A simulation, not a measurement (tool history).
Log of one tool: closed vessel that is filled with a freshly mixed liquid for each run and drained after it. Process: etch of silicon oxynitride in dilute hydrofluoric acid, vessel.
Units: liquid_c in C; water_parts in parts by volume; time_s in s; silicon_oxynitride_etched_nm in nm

run 1 day=0 | liquid_c=25 water_parts=115 time_s=1580 | silicon_oxynitride_etched_nm=72.903
run 2 day=0.262 | liquid_c=23.5 water_parts=115 time_s=1580 | silicon_oxynitride_etched_nm=68.085
run 3 day=0.533 | liquid_c=23.5 water_parts=75 time_s=1580 | silicon_oxynitride_etched_nm=107.93
run 4 day=0.821 | liquid_c=23.5 water_parts=75 time_s=1580 | silicon_oxynitride_etched_nm=108.03
run 5 day=1.067 | liquid_c=23.5 water_parts=115 time_s=1580 | silicon_oxynitride_etched_nm=68.293
run 6 day=1.162 | liquid_c=23.5 water_parts=115 time_s=1680 | silicon_oxynitride_etched_nm=72.427

Forecast run 7:
run 7 day=1.367 | liquid_c=22.5 water_parts=115 time_s=1680 | silicon_oxynitride_etched_nm=?

silicon_oxynitride_etched_nm: 69.267 nm
